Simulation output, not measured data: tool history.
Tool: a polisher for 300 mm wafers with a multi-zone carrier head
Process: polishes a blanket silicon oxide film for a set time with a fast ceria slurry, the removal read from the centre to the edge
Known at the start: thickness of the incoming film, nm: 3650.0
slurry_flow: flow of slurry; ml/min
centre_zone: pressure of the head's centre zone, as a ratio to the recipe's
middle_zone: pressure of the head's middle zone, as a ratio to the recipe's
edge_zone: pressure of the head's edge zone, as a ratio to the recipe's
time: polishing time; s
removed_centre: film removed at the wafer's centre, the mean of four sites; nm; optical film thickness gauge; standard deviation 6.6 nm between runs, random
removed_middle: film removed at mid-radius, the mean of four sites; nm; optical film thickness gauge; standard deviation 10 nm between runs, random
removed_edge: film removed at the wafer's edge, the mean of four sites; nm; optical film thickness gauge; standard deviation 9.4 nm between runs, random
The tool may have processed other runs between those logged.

{"run": 1, "hour": 0.0, "slurry_flow": 155, "centre_zone": 1, "middle_zone": 1, "edge_zone": 1, "time": 72, "removed_centre": 751.68, "removed_middle": 761.07, "removed_edge": 762.44}
{"run": 2, "hour": 1.3, "slurry_flow": 155, "centre_zone": 1, "middle_zone": 1, "edge_zone": 1.05, "time": 72, "removed_centre": 754.21, "removed_middle": 770.76, "removed_edge": 761.58}
{"run": 3, "hour": 10.2, "slurry_flow": 160, "centre_zone": 0.97, "middle_zone": 0.98, "edge_zone": 1.06, "time": 77, "removed_centre": 770.77, "removed_middle": 806.57, "removed_edge": 840.44}
{"run": 4, "hour": 13.6, "slurry_flow": 160, "centre_zone": 0.97, "middle_zone": 1.06, "edge_zone": 1.06, "time": 77, "removed_centre": 784.05, "removed_middle": 858.94, "removed_edge": 832.54}
{"run": 5, "hour": 16.4, "slurry_flow": 175, "centre_zone": 0.96, "middle_zone": 1.04, "edge_zone": 1.09, "time": 79, "removed_centre": 805.1, "removed_middle": 875.8, "removed_edge": 871.45}
{"run": 6, "hour": 25.3, "slurry_flow": 185, "centre_zone": 0.95, "middle_zone": 1.03, "edge_zone": 1.11, "time": 81, "removed_centre": 819.94, "removed_middle": 902, "removed_edge": 907.69}

What will run 7 give?
{"run": 7, "hour": 32.2, "slurry_flow": 190, "centre_zone": 0.95, "middle_zone": 1.02, "edge_zone": 1.13, "time": 82, "removed_centre": "?", "removed_middle": "?", "removed_edge": "?"}

{"run 7": {"removed_centre": 848, "removed_middle": 899.98, "removed_edge": 939.25}}
